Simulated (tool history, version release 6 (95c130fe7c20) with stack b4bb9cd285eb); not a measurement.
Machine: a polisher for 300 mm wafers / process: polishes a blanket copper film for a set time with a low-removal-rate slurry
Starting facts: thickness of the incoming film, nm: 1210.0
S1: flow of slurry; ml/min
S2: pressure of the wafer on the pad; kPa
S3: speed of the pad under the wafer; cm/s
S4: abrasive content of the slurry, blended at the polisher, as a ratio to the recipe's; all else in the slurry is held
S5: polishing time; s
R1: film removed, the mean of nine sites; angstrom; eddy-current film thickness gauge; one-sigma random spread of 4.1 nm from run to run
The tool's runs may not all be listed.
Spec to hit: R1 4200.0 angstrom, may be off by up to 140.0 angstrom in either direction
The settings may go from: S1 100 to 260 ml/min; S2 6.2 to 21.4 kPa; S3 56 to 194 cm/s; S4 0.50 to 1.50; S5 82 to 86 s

run 1 hour=0.0 | S1=165 S2=13.8 S3=124 S4=1.00 S5=82 | R1=2199.4
run 2 hour=0.7 | S1=165 S2=13.8 S3=124 S4=1.00 S5=82 | R1=2230.3
run 3 hour=8.4 | S1=185 S2=13.8 S3=124 S4=1.00 S5=82 | R1=2302.6
run 4 hour=9.5 | S1=190 S2=14.5 S3=124 S4=1.00 S5=82 | R1=2381.5
run 5 hour=10.2 | S1=190 S2=14.5 S3=124 S4=0.90 S5=82 | R1=2289.5
run 6 hour=12.3 | S1=190 S2=14.5 S3=124 S4=0.90 S5=86 | R1=2415.6
run 7 hour=20.2 | S1=190 S2=15.2 S3=126 S4=0.90 S5=86 | R1=2598.5
run 8 hour=22.8 | S1=190 S2=15.9 S3=126 S4=0.90 S5=86 | R1=2744.2
run 9 hour=30.7 | S1=190 S2=16.5 S3=126 S4=0.90 S5=86 | R1=2791.0
run 10 hour=38.0 | S1=195 S2=17.2 S3=128 S4=0.90 S5=86 | R1=2924.6
run 11 hour=39.1 | S1=195 S2=17.9 S3=130 S4=0.90 S5=86 | R1=3183.4
run 12 hour=46.0 | S1=195 S2=18.6 S3=130 S4=0.90 S5=86 | R1=3189.9
run 13 hour=53.4 | S1=200 S2=19.3 S3=132 S4=0.90 S5=86 | R1=3458.2
run 14 hour=56.1 | S1=200 S2=19.3 S3=134 S4=0.90 S5=86 | R1=3429.4
run 15 hour=64.0 | S1=200 S2=19.3 S3=136 S4=0.90 S5=86 | R1=3550.4
run 16 hour=71.1 | S1=205 S2=20.7 S3=140 S4=0.90 S5=86 | R1=3889.8

Exactly one of the 5 candidate moves below puts every result within its allowed miss. Which one?
run A hour=78.2 | S1=230 S2=20.0 S3=154 S4=0.90 S5=86 | R1=?
run B hour=78.2 | S1=250 S2=17.9 S3=166 S4=1.00 S5=82 | R1=?
run C hour=78.2 | S1=180 S2=21.4 S3=140 S4=1.15 S5=82 | R1=?
run D hour=78.2 | S1=195 S2=20.7 S3=142 S4=1.05 S5=82 | R1=?
run E hour=78.2 | S1=130 S2=21.4 S3=170 S4=0.85 S5=86 | R1=?

move=A R1=4128.4
move=B R1=3900.7
move=C R1=3936.6
move=D R1=3826.8
move=E R1=4456.1
A: every result within its allowed miss
B: just as far off the targets as the last run
C: closer than the last run, but not yet in spec
D: its largest miss is bigger than the last run's
E: pushes the last run's worst result past its target
A meets every target.

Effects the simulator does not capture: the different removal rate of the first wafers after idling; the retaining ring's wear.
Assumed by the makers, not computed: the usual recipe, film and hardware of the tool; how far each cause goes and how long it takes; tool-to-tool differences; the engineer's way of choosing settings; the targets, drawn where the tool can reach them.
